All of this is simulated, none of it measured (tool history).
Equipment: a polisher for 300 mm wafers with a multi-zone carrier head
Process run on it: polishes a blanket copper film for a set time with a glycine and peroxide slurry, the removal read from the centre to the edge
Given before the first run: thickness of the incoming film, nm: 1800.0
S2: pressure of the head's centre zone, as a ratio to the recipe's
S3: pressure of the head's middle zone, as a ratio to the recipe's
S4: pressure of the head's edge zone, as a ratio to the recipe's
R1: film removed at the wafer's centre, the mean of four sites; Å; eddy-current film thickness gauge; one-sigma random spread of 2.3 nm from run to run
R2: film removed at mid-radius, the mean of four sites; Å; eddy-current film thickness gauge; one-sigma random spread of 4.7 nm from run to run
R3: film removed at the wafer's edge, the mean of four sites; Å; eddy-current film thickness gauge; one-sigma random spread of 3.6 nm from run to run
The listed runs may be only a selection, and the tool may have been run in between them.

Run 1, hour 0: flow of slurry (ml/min) 130, S2 1, S3 1, S4 1, polishing time (s) 67. Result: R1 2624.2 Å, R2 2780.3 Å, R3 2717 Å.
Run 2, hour 3.1: flow of slurry (ml/min) 130, S2 1, S3 1, S4 1, polishing time (s) 77. Result: R1 3016.1 Å, R2 3161.1 Å, R3 3114.1 Å.
Run 3, hour 11.2: flow of slurry (ml/min) 130, S2 0.98, S3 1.03, S4 1.01, polishing time (s) 77. Result: R1 2994.8 Å, R2 3204.7 Å, R3 3131.4 Å.
Run 4, hour 13.9: flow of slurry (ml/min) 130, S2 0.98, S3 1.03, S4 1.01, polishing time (s) 87. Result: R1 3378.2 Å, R2 3671 Å, R3 3538.2 Å.
Run 5, hour 17: flow of slurry (ml/min) 125, S2 0.95, S3 1.05, S4 1.01, polishing time (s) 87. Result: R1 3217.7 Å, R2 3609.9 Å, R3 3529.9 Å.
Run 6, hour 17.8: flow of slurry (ml/min) 120, S2 0.93, S3 1.07, S4 0.99, polishing time (s) 88. Result: R1 3099 Å, R2 3786.2 Å, R3 3569.1 Å.
Run 7, hour 24.5: flow of slurry (ml/min) 115, S2 0.93, S3 1.07, S4 0.98, polishing time (s) 88. Result: R1 3145 Å, R2 3705.7 Å, R3 3463.9 Å.
Run 8, hour 33: flow of slurry (ml/min) 110, S2 0.91, S3 1.08, S4 0.98, polishing time (s) 88. Result: R1 2973.3 Å, R2 3677.6 Å, R3 3455.4 Å.
Run 9, hour 37: flow of slurry (ml/min) 105, S2 0.9, S3 1.09, S4 0.98, polishing time (s) 88. Result: R1 2915 Å, R2 3702 Å, R3 3383.3 Å.
Run 10, hour 40.3: flow of slurry (ml/min) 100, S2 0.89, S3 1.09, S4 0.98, polishing time (s) 88. Result: R1 2835.8 Å, R2 3573.2 Å, R3 3355.9 Å.
Run 11, hour 45.9: flow of slurry (ml/min) 90, S2 0.85, S3 1.16, S4 0.97, polishing time (s) 88. Result: R1 2535.3 Å, R2 3701.4 Å, R3 3227.2 Å.

The next listed run, before its measurement:
At hour 48.2: edge zone pressure recalibrated.
Run 12, hour 48.2: flow of slurry (ml/min) 90, S2 0.85, S3 1.16, S4 0.97, polishing time (s) 88. Result: R1 ?, R2 ?, R3 ?.

{"run 12": {"R1": 2589.4, "R2": 3695.7, "R3": 3144}}

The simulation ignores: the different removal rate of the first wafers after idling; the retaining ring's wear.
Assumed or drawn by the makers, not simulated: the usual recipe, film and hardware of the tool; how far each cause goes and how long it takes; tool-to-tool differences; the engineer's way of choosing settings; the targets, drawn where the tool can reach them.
